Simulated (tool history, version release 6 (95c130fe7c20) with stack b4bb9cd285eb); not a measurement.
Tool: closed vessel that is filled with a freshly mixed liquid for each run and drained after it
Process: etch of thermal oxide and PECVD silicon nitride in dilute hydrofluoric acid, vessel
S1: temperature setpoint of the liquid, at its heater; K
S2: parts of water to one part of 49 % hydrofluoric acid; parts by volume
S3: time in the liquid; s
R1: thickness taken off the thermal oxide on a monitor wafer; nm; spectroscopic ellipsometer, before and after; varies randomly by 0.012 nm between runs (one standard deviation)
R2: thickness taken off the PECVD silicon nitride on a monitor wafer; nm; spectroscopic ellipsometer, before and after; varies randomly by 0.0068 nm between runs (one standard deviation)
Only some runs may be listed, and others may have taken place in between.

| run | day | S1 | S2 | S3 | R1 | R2 |
|---|---|---|---|---|---|---|
| 1 | 0 | 296.15 | 120 | 115 | 4.3095 | 3.1733 |
| 2 | 0.321 | 296.15 | 140 | 115 | 3.5994 | 2.6296 |
| 3 | 0.571 | 298.65 | 140 | 115 | 3.9432 | 3.1659 |
| 4 | 0.862 | 298.65 | 140 | 65 | 2.238 | 1.7643 |
| 5 | 0.946 | 297.65 | 145 | 65 | 2.0541 | 1.6066 |
| 6 | 1.196 | 297.65 | 145 | 85 | 2.7127 | 2.1007 |
| 7 | 1.512 | 297.65 | 145 | 85 | 2.6919 | 2.1175 |
| 8 | 1.704 | 296.65 | 150 | 85 | 2.4793 | 1.908 |

Run 9 is up next; what results do you expect?
| 9 | 1.858 | 292.65 | 190 | 85 | ? | ? |

{"run 9": {"R1": 1.6184, "R2": 1.1649}}
